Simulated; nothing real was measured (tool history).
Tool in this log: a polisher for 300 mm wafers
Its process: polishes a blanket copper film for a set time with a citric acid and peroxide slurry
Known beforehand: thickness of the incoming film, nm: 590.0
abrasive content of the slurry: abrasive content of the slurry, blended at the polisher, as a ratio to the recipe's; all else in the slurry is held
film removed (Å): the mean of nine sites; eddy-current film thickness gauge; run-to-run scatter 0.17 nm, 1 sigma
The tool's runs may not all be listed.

| run | day | flow of slurry (ml/min) | pressure of the wafer on the pad (kPa) | speed of the pad under the wafer (m/s) | abrasive content of the slurry | polishing time (s) | film removed (Å) |
|---|---|---|---|---|---|---|---|
| 1 | 0.000 | 230 | 24.1 | 1.00 | 1.0 | 18 | 400.44 |
| 2 | 0.262 | 230 | 21.4 | 0.98 | 1.0 | 18 | 352.51 |
| 3 | 0.329 | 230 | 26.2 | 0.98 | 1.0 | 18 | 420.55 |
| 4 | 0.446 | 230 | 26.2 | 0.88 | 1.0 | 18 | 376.17 |
| 5 | 0.792 | 230 | 26.2 | 0.88 | 1.1 | 18 | 375.37 |
| 6 | 0.904 | 230 | 23.4 | 0.88 | 1.1 | 18 | 343.17 |

Expected results for the next run?
| 7 | 1.175 | 230 | 20.7 | 0.88 | 1.1 | 18 | ? |

film removed (Å): 314.40
